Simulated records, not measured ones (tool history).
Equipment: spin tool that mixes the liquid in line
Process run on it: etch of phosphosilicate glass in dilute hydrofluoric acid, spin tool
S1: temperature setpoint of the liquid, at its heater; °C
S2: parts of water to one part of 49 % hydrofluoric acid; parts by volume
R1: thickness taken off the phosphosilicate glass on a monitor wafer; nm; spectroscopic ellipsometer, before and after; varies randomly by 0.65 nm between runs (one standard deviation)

Run 1, hour 0: S1 23 °C, S2 135 parts by volume, time under the liquid (s) 45. Result: R1 53.379 nm.
Run 2, hour 6.4: S1 25 °C, S2 115 parts by volume, time under the liquid (s) 45. Result: R1 69.262 nm.
Run 3, hour 11.7: S1 25 °C, S2 115 parts by volume, time under the liquid (s) 50. Result: R1 77.088 nm.
Run 4, hour 13.3: S1 25 °C, S2 155 parts by volume, time under the liquid (s) 50. Result: R1 54.844 nm.
Run 5, hour 15.2: S1 25 °C, S2 115 parts by volume, time under the liquid (s) 50. Result: R1 76.69 nm.
Run 6, hour 17.5: S1 25 °C, S2 115 parts by volume, time under the liquid (s) 45. Result: R1 69.592 nm.

Run 7 has not been measured yet. What should we expect?
Run 7, hour 22.5: S1 26.5 °C, S2 100 parts by volume, time under the liquid (s) 45. Result: R1 ?.

{"run 7": {"R1": 85.536}}
